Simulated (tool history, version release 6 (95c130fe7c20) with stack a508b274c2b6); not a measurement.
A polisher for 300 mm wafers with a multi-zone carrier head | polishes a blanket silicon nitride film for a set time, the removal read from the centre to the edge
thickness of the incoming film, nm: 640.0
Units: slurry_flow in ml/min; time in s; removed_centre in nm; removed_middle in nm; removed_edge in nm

run,hour,slurry_flow,centre_zone,middle_zone,edge_zone,time,removed_centre,removed_middle,removed_edge
1,0,260,1,1,1,87,130.21,132.44,133.46
2,1.9,245,0.95,0.95,1,75,108.87,104.55,114.77
3,9.2,245,0.95,0.95,1,94,134.59,134.66,143.64
4,16.7,230,0.91,0.95,1.02,80,108.87,111.56,122.49
5,20.8,230,0.83,0.95,1.02,80,98.625,108.52,123.7
6,26.5,220,0.82,0.94,1.02,70,84.781,99.412,107.88
7,27.3,235,0.82,0.9,1.04,62,74.354,81.517,97.566
8,30.9,230,0.82,0.88,1.02,59,73.472,75.887,91.198
9,38.9,230,0.82,0.88,1.02,56,67.914,72.319,85.397
10,41.6,225,0.82,0.87,1.02,56,67.36,71.992,85.951
11,48.9,215,0.82,0.86,1.01,56,69.033,71.485,84.842

The next listed run, before its measurement:
12,51.6,215,0.81,0.85,1.02,50,?,?,?

Run 12 gave removed_centre 60.664 nm, removed_middle 63.27 nm, removed_edge 76.538 nm.

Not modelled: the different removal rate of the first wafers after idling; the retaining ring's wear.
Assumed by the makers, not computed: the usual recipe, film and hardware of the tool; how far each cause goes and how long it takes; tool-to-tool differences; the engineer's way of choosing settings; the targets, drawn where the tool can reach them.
